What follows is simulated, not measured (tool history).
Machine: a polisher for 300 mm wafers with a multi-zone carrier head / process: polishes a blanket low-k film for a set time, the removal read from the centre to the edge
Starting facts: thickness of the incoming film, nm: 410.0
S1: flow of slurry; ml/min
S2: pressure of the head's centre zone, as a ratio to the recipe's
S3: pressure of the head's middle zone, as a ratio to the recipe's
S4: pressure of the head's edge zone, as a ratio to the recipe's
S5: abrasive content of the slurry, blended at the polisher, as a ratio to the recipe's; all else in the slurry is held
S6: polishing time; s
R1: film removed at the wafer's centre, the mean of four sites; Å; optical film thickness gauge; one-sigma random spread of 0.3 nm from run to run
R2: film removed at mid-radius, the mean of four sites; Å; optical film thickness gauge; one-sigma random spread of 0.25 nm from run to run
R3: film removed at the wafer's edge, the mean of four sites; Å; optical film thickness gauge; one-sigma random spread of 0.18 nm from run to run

| run | hour | S1 | S2 | S3 | S4 | S5 | S6 | R1 | R2 | R3 |
|---|---|---|---|---|---|---|---|---|---|---|
| 1 | 0 | 305 | 1 | 1 | 1 | 1 | 52 | 174.39 | 181.56 | 181.37 |
| 2 | 4.9 | 305 | 1 | 1 | 0.97 | 1 | 52 | 178.58 | 178.76 | 179.35 |
| 3 | 12.1 | 280 | 1 | 1 | 0.97 | 1 | 52 | 174.04 | 177.84 | 177.9 |
| 4 | 16.4 | 240 | 1 | 1 | 0.97 | 1 | 52 | 168.51 | 174.33 | 177.51 |
| 5 | 17.7 | 260 | 1.03 | 0.99 | 0.99 | 1.1 | 53 | 192.79 | 186.69 | 191.06 |
| 6 | 20.2 | 260 | 1.05 | 0.99 | 1.01 | 1.15 | 53 | 201.4 | 191.59 | 195.2 |
| 7 | 25.1 | 260 | 1.07 | 0.98 | 1.03 | 1.2 | 54 | 212.69 | 195.13 | 207.61 |
| 8 | 27.1 | 275 | 1.09 | 0.98 | 1.05 | 1.25 | 54 | 222.07 | 202.22 | 214.5 |
| 9 | 33.6 | 285 | 1.11 | 0.98 | 1.05 | 1.3 | 54 | 231.25 | 204 | 220.51 |
| 10 | 42.4 | 285 | 1.12 | 0.98 | 1.04 | 1.35 | 55 | 237.28 | 212.6 | 221.36 |
| 11 | 43.6 | 280 | 1.13 | 0.97 | 1.04 | 1.4 | 56 | 252.47 | 219.4 | 228.39 |
| 12 | 48.1 | 280 | 1.14 | 0.96 | 1.05 | 1.4 | 57 | 254.56 | 218.06 | 235.63 |
| 13 | 51.9 | 275 | 1.15 | 0.95 | 1.04 | 1.4 | 58 | 263.04 | 219.25 | 237.78 |
| 14 | 56.6 | 275 | 1.16 | 0.95 | 1.04 | 1.4 | 59 | 272.84 | 224.84 | 243.05 |

What will run 15 give?
| 15 | 58.8 | 275 | 1.17 | 0.95 | 1.04 | 1.4 | 59 | ? | ? | ? |

For run 15 the tool returned R1 275.92 Å, R2 219.76 Å, R3 241.14 Å.

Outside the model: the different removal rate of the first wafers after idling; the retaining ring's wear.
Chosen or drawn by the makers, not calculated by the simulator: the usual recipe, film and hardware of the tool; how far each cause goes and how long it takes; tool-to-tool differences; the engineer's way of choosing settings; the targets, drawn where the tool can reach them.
